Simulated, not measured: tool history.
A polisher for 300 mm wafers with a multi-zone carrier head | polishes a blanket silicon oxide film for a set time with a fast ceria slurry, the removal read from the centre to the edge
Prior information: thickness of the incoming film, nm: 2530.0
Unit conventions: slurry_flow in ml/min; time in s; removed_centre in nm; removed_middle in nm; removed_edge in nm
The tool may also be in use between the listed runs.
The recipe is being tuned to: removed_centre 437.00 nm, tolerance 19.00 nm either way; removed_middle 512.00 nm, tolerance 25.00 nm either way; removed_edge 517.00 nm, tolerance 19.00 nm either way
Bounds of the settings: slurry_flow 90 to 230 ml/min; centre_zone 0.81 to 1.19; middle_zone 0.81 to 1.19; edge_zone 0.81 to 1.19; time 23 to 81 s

run,day,slurry_flow,centre_zone,middle_zone,edge_zone,time,removed_centre,removed_middle,removed_edge
1,0.000,150,1.00,1.00,1.00,52,954.11,992.85,1016.80
2,0.092,150,1.06,1.00,1.00,52,1023.50,995.85,1038.10
3,0.296,140,1.00,0.98,0.97,43,769.28,788.60,844.09
4,0.408,140,1.00,0.94,0.97,43,792.01,768.25,826.27
5,0.750,145,0.95,0.94,0.92,37,640.61,650.42,707.08
6,0.792,145,0.95,0.94,0.92,44,780.67,806.17,835.68
7,0.938,120,0.86,1.02,0.82,30,448.23,557.12,524.39
8,1.092,115,0.86,1.00,0.82,30,443.27,547.72,519.41

Next run, 5 choices. One meets every target within its allowed miss, the rest don't. Which?
A,1.246,115,0.84,1.18,0.81,29,?,?,?
B,1.246,95,0.89,0.98,0.88,30,?,?,?
C,1.246,125,0.81,1.06,0.81,30,?,?,?
D,1.246,90,0.81,1.18,0.81,33,?,?,?
E,1.246,110,0.81,1.12,0.81,30,?,?,?

move,removed_centre,removed_middle,removed_edge
A,426.80,607.33,498.07
B,443.87,516.62,520.42
C,433.93,585.98,522.46
D,437.48,651.75,544.42
E,420.64,596.13,512.10
A: lands further from the targets than the last run did
B: each result inside its tolerance
C: lands further from the targets than the last run did
D: lands further from the targets than the last run did
E: lands further from the targets than the last run did
Answer: B
